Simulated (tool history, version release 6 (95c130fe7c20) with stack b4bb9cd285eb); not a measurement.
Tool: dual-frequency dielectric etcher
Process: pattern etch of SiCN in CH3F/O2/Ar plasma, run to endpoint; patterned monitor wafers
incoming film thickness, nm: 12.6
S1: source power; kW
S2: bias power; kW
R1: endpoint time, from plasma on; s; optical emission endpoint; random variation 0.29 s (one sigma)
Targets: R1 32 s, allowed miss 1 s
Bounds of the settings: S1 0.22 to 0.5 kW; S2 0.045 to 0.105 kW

Run 1, day 0: S1 0.36 kW, S2 0.075 kW. Result: R1 40.273 s.
Run 2, day 0.258: S1 0.36 kW, S2 0.088 kW. Result: R1 36.708 s.
Run 3, day 0.592: S1 0.36 kW, S2 0.076 kW. Result: R1 40.253 s.
Run 4, day 0.617: S1 0.38 kW, S2 0.079 kW. Result: R1 38.5 s.
Run 5, day 0.888: S1 0.4 kW, S2 0.079 kW. Result: R1 37.784 s.
Run 6, day 0.975: S1 0.41 kW, S2 0.082 kW. Result: R1 36.093 s.
Run 7, day 1.221: S1 0.42 kW, S2 0.083 kW. Result: R1 35.721 s.
Run 8, day 1.246: S1 0.43 kW, S2 0.084 kW. Result: R1 34.503 s.
Run 9, day 1.567: S1 0.43 kW, S2 0.084 kW. Result: R1 35.605 s.
Run 10, day 1.85: S1 0.44 kW, S2 0.086 kW. Result: R1 34.342 s.
Run 11, day 2.067: S1 0.45 kW, S2 0.087 kW. Result: R1 33.719 s.
Run 12, day 2.396: S1 0.46 kW, S2 0.088 kW. Result: R1 33.242 s.
At day 2.546: wet clean of the chamber.
Run 13, day 2.546: S1 0.49 kW, S2 0.091 kW. Result: R1 30.186 s.

5 next moves are on the table. One of them brings every result within its allowed miss. Which?
Run A, day 2.696: S1 0.44 kW, S2 0.091 kW. Result: R1 ?.
Run B, day 2.696: S1 0.49 kW, S2 0.073 kW. Result: R1 ?.
Run C, day 2.696: S1 0.44 kW, S2 0.076 kW. Result: R1 ?.
Run D, day 2.696: S1 0.46 kW, S2 0.079 kW. Result: R1 ?.
Run E, day 2.696: S1 0.38 kW, S2 0.088 kW. Result: R1 ?.

move      R1
   A  31.772
   B  33.809
   C  34.765
   D  33.422
   E   34.51
A: meets every target
B: takes the result that was furthest off past its target
C: takes the result that was furthest off past its target
D: takes the result that was furthest off past its target
E: takes the result that was furthest off past its target
The right move is A.
